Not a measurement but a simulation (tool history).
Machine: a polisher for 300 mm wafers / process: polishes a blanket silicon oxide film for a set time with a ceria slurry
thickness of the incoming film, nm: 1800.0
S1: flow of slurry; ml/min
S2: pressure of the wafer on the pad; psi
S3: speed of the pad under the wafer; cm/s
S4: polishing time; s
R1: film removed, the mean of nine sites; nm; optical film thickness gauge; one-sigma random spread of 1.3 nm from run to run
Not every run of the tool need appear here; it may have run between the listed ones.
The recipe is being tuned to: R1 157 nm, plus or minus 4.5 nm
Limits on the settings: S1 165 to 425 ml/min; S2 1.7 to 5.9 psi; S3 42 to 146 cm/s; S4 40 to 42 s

run  hour   S1   S2  S3  S4      R1
  1     0  275  3.8  94  40  234.97
  2   5.9  275  3.4  94  40  209.02
  3  14.1  275  3.2  94  40  194.84
  4  18.6  310  3.2  94  40  198.74
  5  24.3  310    3  94  40  187.21
  6    25  310  2.9  94  40  179.03
  7  28.9  310  2.8  94  40  175.38
  8  37.6  310  2.7  94  40  167.16
  9  46.3  305  2.7  94  40  165.75
 10  50.8  300  2.7  94  40  165.22
 11  59.5  290  2.7  94  40  167.52

4 candidate next runs follow, results not yet known. Just one meets every target within its allowed miss. Identify it.
  A  68.2  285  2.9   76  40   ?
  B  68.2  270  2.8   92  41   ?
  C  68.2  330  3.5   64  42   ?
  D  68.2  305  2.4  110  41   ?

move      R1
   A  145.34
   B   172.3
   C   157.2
   D  178.98
A: the result that was furthest off in the last run now lies on the other side of its target
B: moves away from the targets compared with the last run
C: every result within its allowed miss
D: moves away from the targets compared with the last run
Go with C: it meets all targets.
